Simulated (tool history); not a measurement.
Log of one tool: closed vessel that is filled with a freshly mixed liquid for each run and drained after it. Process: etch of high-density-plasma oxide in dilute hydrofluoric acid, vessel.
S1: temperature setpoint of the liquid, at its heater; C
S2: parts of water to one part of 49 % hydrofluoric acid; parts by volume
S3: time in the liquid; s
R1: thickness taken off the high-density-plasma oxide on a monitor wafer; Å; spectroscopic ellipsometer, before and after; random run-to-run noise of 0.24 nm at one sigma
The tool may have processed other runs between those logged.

run 1 hour=0.0 | S1=22 S2=140 S3=350 | R1=182.79
run 2 hour=8.1 | S1=19 S2=140 S3=350 | R1=167.48
run 3 hour=12.5 | S1=21 S2=135 S3=350 | R1=186.53
run 4 hour=18.9 | S1=21 S2=155 S3=350 | R1=161.03
run 5 hour=21.4 | S1=21 S2=130 S3=350 | R1=192.72
run 6 hour=22.6 | S1=23 S2=130 S3=350 | R1=214.95
run 7 hour=30.1 | S1=24 S2=130 S3=350 | R1=219.28

Run 8 has not been measured yet. What should we expect?
run 8 hour=34.3 | S1=25 S2=130 S3=350 | R1=?

Run 8 produced R1 231.07 Å.
